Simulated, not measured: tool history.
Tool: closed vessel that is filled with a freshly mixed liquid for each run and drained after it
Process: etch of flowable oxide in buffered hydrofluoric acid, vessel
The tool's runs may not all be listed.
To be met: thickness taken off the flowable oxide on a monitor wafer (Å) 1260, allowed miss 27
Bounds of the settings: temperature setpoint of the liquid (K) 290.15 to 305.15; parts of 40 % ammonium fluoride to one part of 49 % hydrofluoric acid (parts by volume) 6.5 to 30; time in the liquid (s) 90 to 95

| run | hour | temperature setpoint of the liquid (K) | parts of 40 % ammonium fluoride to one part of 49 % hydrofluoric acid (parts by volume) | time in the liquid (s) | thickness taken off the flowable oxide on a monitor wafer (Å) |
|---|---|---|---|---|---|
| 1 | 0 | 298.15 | 18.5 | 90 | 1823.7 |
| 2 | 5.7 | 296.15 | 18.5 | 90 | 1666.9 |
| 3 | 12 | 299.15 | 18.5 | 90 | 1943.1 |
| 4 | 20.7 | 299.15 | 18.5 | 90 | 1941.2 |
| 5 | 24.2 | 299.15 | 18.5 | 90 | 1940.9 |
| 6 | 29.6 | 296.65 | 18.5 | 90 | 1684.3 |
| 7 | 33 | 295.15 | 18.5 | 90 | 1559.9 |
| 8 | 34.9 | 294.15 | 18.5 | 90 | 1470.5 |
| 9 | 37.3 | 293.65 | 18.5 | 90 | 1438.5 |
| 10 | 42.8 | 293.15 | 18.5 | 90 | 1388.4 |
|  | 49.3 | thermometer replaced |
| 11 | 49.3 | 291.15 | 18.5 | 90 | 1102.8 |
| 12 | 51.6 | 292.65 | 18.5 | 90 | 1213.9 |

Which of these 4 next moves meets every target?
| A | 53.9 | 290.15 | 16 | 90 | ? |
| B | 53.9 | 295.65 | 20 | 90 | ? |
| C | 53.9 | 297.65 | 22.5 | 90 | ? |
| D | 53.9 | 293.65 | 19.5 | 95 | ? |

| move | thickness taken off the flowable oxide on a monitor wafer (Å) |
|---|---|
| A | 1209.8 |
| B | 1322.4 |
| C | 1361.1 |
| D | 1280.6 |
A: further off than the last run
B: takes the result that was furthest off past its target
C: takes the result that was furthest off past its target
D: meets every target
The right move is D.

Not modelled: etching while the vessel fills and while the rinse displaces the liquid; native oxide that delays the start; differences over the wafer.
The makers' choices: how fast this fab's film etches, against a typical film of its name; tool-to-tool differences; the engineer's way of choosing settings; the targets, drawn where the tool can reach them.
